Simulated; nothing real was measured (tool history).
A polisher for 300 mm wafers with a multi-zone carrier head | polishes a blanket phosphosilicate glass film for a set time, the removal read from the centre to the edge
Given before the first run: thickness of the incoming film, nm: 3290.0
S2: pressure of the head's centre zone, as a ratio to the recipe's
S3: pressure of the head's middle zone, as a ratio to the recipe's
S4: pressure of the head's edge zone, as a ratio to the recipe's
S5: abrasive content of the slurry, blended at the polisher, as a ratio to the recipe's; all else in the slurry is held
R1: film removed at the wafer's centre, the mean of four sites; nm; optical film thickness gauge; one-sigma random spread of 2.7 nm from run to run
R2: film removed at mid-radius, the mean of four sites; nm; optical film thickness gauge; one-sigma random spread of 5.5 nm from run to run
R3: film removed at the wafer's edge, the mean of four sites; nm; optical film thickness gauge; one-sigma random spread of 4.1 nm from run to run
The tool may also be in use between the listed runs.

Run 1, hour 0: flow of slurry (ml/min) 320, S2 1, S3 1, S4 1, S5 1, polishing time (s) 70. Result: R1 619.31 nm, R2 625.46 nm, R3 600.59 nm.
Run 2, hour 2.5: flow of slurry (ml/min) 320, S2 1, S3 1.04, S4 1, S5 1, polishing time (s) 70. Result: R1 615.14 nm, R2 616.63 nm, R3 603.12 nm.
Run 3, hour 11.4: flow of slurry (ml/min) 275, S2 1, S3 1.04, S4 1, S5 1, polishing time (s) 70. Result: R1 607.99 nm, R2 612.95 nm, R3 597.1 nm.
Run 4, hour 15.3: flow of slurry (ml/min) 275, S2 0.95, S3 1.04, S4 1, S5 1, polishing time (s) 70. Result: R1 572.83 nm, R2 620.59 nm, R3 587.49 nm.
Run 5, hour 17.8: flow of slurry (ml/min) 275, S2 0.95, S3 1.04, S4 1.04, S5 1, polishing time (s) 70. Result: R1 583.21 nm, R2 622.67 nm, R3 600.98 nm.
Run 6, hour 26.6: flow of slurry (ml/min) 320, S2 0.95, S3 1.04, S4 1.04, S5 1, polishing time (s) 70. Result: R1 592.45 nm, R2 639.39 nm, R3 604.06 nm.
Run 7, hour 34.9: flow of slurry (ml/min) 280, S2 0.91, S3 1.01, S4 1.06, S5 0.85, polishing time (s) 67. Result: R1 485.17 nm, R2 525.86 nm, R3 545.69 nm.
At hour 42.1: worn pad replaced by a new one.
Run 8, hour 42.1: flow of slurry (ml/min) 290, S2 0.89, S3 1.02, S4 1.01, S5 0.75, polishing time (s) 66. Result: R1 472.59 nm, R2 516.11 nm, R3 509.85 nm.
Run 9, hour 42.8: flow of slurry (ml/min) 280, S2 0.87, S3 1.04, S4 1.02, S5 0.7, polishing time (s) 63. Result: R1 415.43 nm, R2 491.23 nm, R3 463.02 nm.

What does the tool deliver on the next run?
Run 10, hour 46.6: flow of slurry (ml/min) 265, S2 0.86, S3 1.03, S4 1.02, S5 0.65, polishing time (s) 62. Result: R1 ?, R2 ?, R3 ?.

Run 10 came out at R1 382.53 nm, R2 451.94 nm, R3 439.7 nm.

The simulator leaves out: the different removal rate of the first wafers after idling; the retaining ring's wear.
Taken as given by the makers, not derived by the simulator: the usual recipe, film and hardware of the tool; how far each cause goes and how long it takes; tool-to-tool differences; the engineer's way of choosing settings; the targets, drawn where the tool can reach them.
